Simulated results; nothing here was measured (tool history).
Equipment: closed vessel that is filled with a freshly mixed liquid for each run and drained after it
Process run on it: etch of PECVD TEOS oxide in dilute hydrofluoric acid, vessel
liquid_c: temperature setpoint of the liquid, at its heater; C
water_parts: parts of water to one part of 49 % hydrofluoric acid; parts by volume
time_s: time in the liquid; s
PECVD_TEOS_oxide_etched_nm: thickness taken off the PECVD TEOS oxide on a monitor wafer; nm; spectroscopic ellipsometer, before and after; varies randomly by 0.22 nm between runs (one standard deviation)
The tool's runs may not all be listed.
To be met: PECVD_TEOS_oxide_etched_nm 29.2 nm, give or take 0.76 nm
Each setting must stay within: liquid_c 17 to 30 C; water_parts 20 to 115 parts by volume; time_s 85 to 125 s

run	hour	liquid_c	water_parts	time_s	PECVD_TEOS_oxide_etched_nm
1	0	22	65	125	20.66
2	5.8	22	45	125	30.621
3	10.6	22	60	125	22.558
4	12.1	23.5	60	125	24.066
5	19	23.5	45	125	33.133
6	20.1	23.5	60	125	24.02
7	22.3	23.5	60	125	23.734
8	24.4	25	60	125	25.388
9	32	26	60	125	26.329
10	33.2	27	60	125	27.813

4 candidate next runs follow, results not yet known. Just one meets every target within its allowed miss. Identify it.
A	34.4	24	45	120	?
B	34.4	28	55	115	?
C	34.4	29	55	120	?
D	34.4	25	50	125	?

move	PECVD_TEOS_oxide_etched_nm
A	31.774
B	28.89
C	31.362
D	30.829
A: takes the result that was furthest off past its target
B: in spec on every target
C: takes the result that was furthest off past its target
D: takes the result that was furthest off past its target
Correct choice: B, which meets every target
